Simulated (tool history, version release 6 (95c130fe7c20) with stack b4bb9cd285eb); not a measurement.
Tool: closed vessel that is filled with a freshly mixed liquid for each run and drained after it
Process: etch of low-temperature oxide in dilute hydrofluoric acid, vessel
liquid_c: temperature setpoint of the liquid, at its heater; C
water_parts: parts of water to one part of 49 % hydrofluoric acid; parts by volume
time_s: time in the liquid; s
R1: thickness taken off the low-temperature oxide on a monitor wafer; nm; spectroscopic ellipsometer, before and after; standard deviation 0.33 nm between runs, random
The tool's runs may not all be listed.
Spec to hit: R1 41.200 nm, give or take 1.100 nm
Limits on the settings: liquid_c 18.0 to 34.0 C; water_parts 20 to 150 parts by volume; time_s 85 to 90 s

run 1 hour=0.0 | liquid_c=26.0 water_parts=85 time_s=85 | R1=20.811
run 2 hour=8.3 | liquid_c=26.0 water_parts=85 time_s=85 | R1=20.845
run 3 hour=13.0 | liquid_c=24.5 water_parts=85 time_s=85 | R1=19.568
run 4 hour=18.3 | liquid_c=24.5 water_parts=100 time_s=85 | R1=16.452
run 5 hour=23.7 | liquid_c=24.5 water_parts=100 time_s=85 | R1=16.389
run 6 hour=32.9 | liquid_c=25.5 water_parts=95 time_s=85 | R1=18.207
run 7 hour=41.9 | liquid_c=26.5 water_parts=90 time_s=85 | R1=20.075
run 8 hour=42.8 | liquid_c=26.5 water_parts=90 time_s=85 | R1=20.185
run 9 hour=47.5 | liquid_c=27.5 water_parts=85 time_s=85 | R1=22.370
run 10 hour=54.1 | liquid_c=28.0 water_parts=80 time_s=85 | R1=24.193
run 11 hour=55.9 | liquid_c=28.5 water_parts=75 time_s=85 | R1=26.440
run 12 hour=63.2 | liquid_c=32.5 water_parts=55 time_s=85 | R1=44.062

5 next moves are on the table. One of them brings every result within its allowed miss. Which?
run A hour=70.5 | liquid_c=34.0 water_parts=55 time_s=85 | R1=?
run B hour=70.5 | liquid_c=33.5 water_parts=60 time_s=85 | R1=?
run C hour=70.5 | liquid_c=32.5 water_parts=65 time_s=90 | R1=?
run D hour=70.5 | liquid_c=31.5 water_parts=60 time_s=85 | R1=?
run E hour=70.5 | liquid_c=32.0 water_parts=60 time_s=85 | R1=?

move=A R1=46.180
move=B R1=41.196
move=C R1=38.457
move=D R1=38.175
move=E R1=38.913
A: further off than the last run
B: meets every target
C: takes the result that was furthest off past its target
D: takes the result that was furthest off past its target
E: takes the result that was furthest off past its target
The move that meets every target is B.

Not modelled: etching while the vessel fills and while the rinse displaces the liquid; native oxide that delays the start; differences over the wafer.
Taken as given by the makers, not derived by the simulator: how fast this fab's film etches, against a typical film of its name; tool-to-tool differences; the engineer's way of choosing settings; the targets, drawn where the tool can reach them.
